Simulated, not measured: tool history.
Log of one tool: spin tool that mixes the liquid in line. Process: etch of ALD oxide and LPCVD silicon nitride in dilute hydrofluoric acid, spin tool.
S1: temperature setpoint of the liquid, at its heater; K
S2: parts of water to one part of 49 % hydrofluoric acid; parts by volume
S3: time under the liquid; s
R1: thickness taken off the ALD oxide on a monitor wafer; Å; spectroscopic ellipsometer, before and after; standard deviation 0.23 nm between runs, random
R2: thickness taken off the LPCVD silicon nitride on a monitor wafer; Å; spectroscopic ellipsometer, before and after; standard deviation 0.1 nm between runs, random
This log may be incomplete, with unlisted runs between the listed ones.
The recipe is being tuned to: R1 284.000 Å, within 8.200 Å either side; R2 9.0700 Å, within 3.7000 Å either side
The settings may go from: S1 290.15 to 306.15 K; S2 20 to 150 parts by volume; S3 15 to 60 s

run 1 hour=0.0 | S1=298.15 S2=85 S3=30 | R1=70.385 R2=2.2779
run 2 hour=3.8 | S1=298.15 S2=85 S3=20 | R1=47.555 R2=1.6550
run 3 hour=11.0 | S1=300.65 S2=65 S3=25 | R1=87.844 R2=3.4869
run 4 hour=12.3 | S1=300.65 S2=45 S3=25 | R1=130.770 R2=3.7948
run 5 hour=15.6 | S1=300.65 S2=45 S3=35 | R1=184.120 R2=5.1116
run 6 hour=23.5 | S1=302.15 S2=40 S3=35 | R1=221.370 R2=5.7427
run 7 hour=31.1 | S1=303.65 S2=40 S3=35 | R1=232.240 R2=7.0947
run 8 hour=38.8 | S1=304.15 S2=40 S3=35 | R1=239.010 R2=7.0202
run 9 hour=42.9 | S1=304.65 S2=40 S3=35 | R1=240.980 R2=8.5312

Of the 4 settings listed for the next run, only one would bring every result within its allowed miss of target. Which one?
run A hour=47.0 | S1=306.15 S2=45 S3=40 | R1=? R2=?
run B hour=47.0 | S1=301.65 S2=35 S3=40 | R1=? R2=?
run C hour=47.0 | S1=303.65 S2=35 S3=40 | R1=? R2=?
run D hour=47.0 | S1=303.15 S2=50 S3=60 | R1=? R2=?

move=A R1=256.420 R2=8.2642
move=B R1=280.550 R2=7.9157
move=C R1=303.900 R2=9.0202
move=D R1=305.610 R2=9.2201
A: closes in on the targets versus the last run, not all within tolerance yet
B: in spec on every target
C: takes the result that was furthest off past its target
D: takes the result that was furthest off past its target
B is the move that brings every result within its allowed miss.
